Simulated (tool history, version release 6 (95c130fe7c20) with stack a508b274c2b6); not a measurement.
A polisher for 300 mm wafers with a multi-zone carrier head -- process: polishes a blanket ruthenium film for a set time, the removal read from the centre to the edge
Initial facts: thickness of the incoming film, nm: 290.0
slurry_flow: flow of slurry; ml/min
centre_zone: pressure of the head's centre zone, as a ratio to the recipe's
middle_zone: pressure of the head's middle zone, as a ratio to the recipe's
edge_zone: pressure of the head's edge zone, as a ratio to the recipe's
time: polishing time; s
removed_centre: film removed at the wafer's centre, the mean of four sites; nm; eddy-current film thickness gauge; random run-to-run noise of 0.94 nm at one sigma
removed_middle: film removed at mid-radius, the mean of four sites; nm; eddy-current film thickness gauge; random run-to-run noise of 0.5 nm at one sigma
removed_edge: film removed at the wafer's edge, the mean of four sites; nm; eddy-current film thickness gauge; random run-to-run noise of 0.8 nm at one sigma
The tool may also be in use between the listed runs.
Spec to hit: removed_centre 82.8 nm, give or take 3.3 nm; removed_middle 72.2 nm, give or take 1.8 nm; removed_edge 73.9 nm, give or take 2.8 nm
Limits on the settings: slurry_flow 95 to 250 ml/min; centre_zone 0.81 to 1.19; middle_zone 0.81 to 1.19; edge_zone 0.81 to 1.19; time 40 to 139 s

{"run": 1, "hour": 0.0, "slurry_flow": 160, "centre_zone": 1, "middle_zone": 1, "edge_zone": 1, "time": 89, "removed_centre": 68.51, "removed_middle": 64.838, "removed_edge": 63.649}
{"run": 2, "hour": 2.4, "slurry_flow": 160, "centre_zone": 1, "middle_zone": 1.08, "edge_zone": 1, "time": 89, "removed_centre": 65.633, "removed_middle": 69.11, "removed_edge": 64.091}
{"run": 3, "hour": 5.4, "slurry_flow": 175, "centre_zone": 1.02, "middle_zone": 1.07, "edge_zone": 1.03, "time": 90, "removed_centre": 71.21, "removed_middle": 69.202, "removed_edge": 64.374}
{"run": 4, "hour": 12.5, "slurry_flow": 175, "centre_zone": 0.95, "middle_zone": 1.07, "edge_zone": 1.03, "time": 90, "removed_centre": 65.486, "removed_middle": 70.432, "removed_edge": 65.109}
{"run": 5, "hour": 19.4, "slurry_flow": 175, "centre_zone": 1, "middle_zone": 1.07, "edge_zone": 1.03, "time": 90, "removed_centre": 68.434, "removed_middle": 71.028, "removed_edge": 65.618}
{"run": 6, "hour": 22.2, "slurry_flow": 175, "centre_zone": 1.02, "middle_zone": 1.05, "edge_zone": 1.05, "time": 92, "removed_centre": 71.842, "removed_middle": 70.953, "removed_edge": 66.57}
{"run": 7, "hour": 24.2, "slurry_flow": 175, "centre_zone": 1.03, "middle_zone": 1.03, "edge_zone": 1.06, "time": 94, "removed_centre": 73.472, "removed_middle": 70.844, "removed_edge": 69.613}
{"run": 8, "hour": 25.8, "slurry_flow": 180, "centre_zone": 1.04, "middle_zone": 1.02, "edge_zone": 1.07, "time": 95, "removed_centre": 75.771, "removed_middle": 71.497, "removed_edge": 71.742}

Below are 5 possible settings for the next run. Only one of them brings all results inside the allowed miss of their targets. Which is it?
{"run": "A", "hour": 27.4, "slurry_flow": 175, "centre_zone": 0.91, "middle_zone": 0.99, "edge_zone": 1.13, "time": 95, "removed_centre": "?", "removed_middle": "?", "removed_edge": "?"}
{"run": "B", "hour": 27.4, "slurry_flow": 200, "centre_zone": 1.02, "middle_zone": 1.07, "edge_zone": 1.03, "time": 90, "removed_centre": "?", "removed_middle": "?", "removed_edge": "?"}
{"run": "C", "hour": 27.4, "slurry_flow": 175, "centre_zone": 1.12, "middle_zone": 1, "edge_zone": 1.11, "time": 98, "removed_centre": "?", "removed_middle": "?", "removed_edge": "?"}
{"run": "D", "hour": 27.4, "slurry_flow": 175, "centre_zone": 0.93, "middle_zone": 1, "edge_zone": 1.15, "time": 97, "removed_centre": "?", "removed_middle": "?", "removed_edge": "?"}
{"run": "E", "hour": 27.4, "slurry_flow": 185, "centre_zone": 1.14, "middle_zone": 1.07, "edge_zone": 1.08, "time": 92, "removed_centre": "?", "removed_middle": "?", "removed_edge": "?"}

move=A removed_centre=67.067 removed_middle=69.671 removed_edge=71.314
move=B removed_centre=72.128 removed_middle=71.704 removed_edge=65.487
move=C removed_centre=83.324 removed_middle=72.368 removed_edge=72.889
move=D removed_centre=69.816 removed_middle=71.69 removed_edge=73.466
move=E removed_centre=80.38 removed_middle=72.343 removed_edge=67.905
A: further off than the last run
B: further off than the last run
C: hits every target within its allowed miss
D: further off than the last run
E: the furthest-off result lands on target, but another misses its tolerance
C meets every target.
